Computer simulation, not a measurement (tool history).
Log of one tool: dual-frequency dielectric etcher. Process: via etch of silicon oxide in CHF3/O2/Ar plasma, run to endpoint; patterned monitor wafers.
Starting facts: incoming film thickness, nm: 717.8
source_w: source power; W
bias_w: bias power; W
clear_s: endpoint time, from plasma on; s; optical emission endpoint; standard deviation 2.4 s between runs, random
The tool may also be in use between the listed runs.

{"run": 1, "day": 0.0, "source_w": 700, "bias_w": 206, "clear_s": 322.94}
{"run": 2, "day": 0.221, "source_w": 660, "bias_w": 203, "clear_s": 330.92}
{"run": 3, "day": 0.425, "source_w": 630, "bias_w": 200, "clear_s": 336.16}
{"run": 4, "day": 0.546, "source_w": 630, "bias_w": 237, "clear_s": 318.33}
{"run": 5, "day": 0.833, "source_w": 590, "bias_w": 232, "clear_s": 332.02}
{"run": 6, "day": 0.917, "source_w": 690, "bias_w": 232, "clear_s": 310.03}
{"run": 7, "day": 1.175, "source_w": 550, "bias_w": 217, "clear_s": 346.99}

Estimate the outcome of run 8 from the log above:
{"run": 8, "day": 1.208, "source_w": 540, "bias_w": 216, "clear_s": "?"}

{"run 8": {"clear_s": 347.01}}

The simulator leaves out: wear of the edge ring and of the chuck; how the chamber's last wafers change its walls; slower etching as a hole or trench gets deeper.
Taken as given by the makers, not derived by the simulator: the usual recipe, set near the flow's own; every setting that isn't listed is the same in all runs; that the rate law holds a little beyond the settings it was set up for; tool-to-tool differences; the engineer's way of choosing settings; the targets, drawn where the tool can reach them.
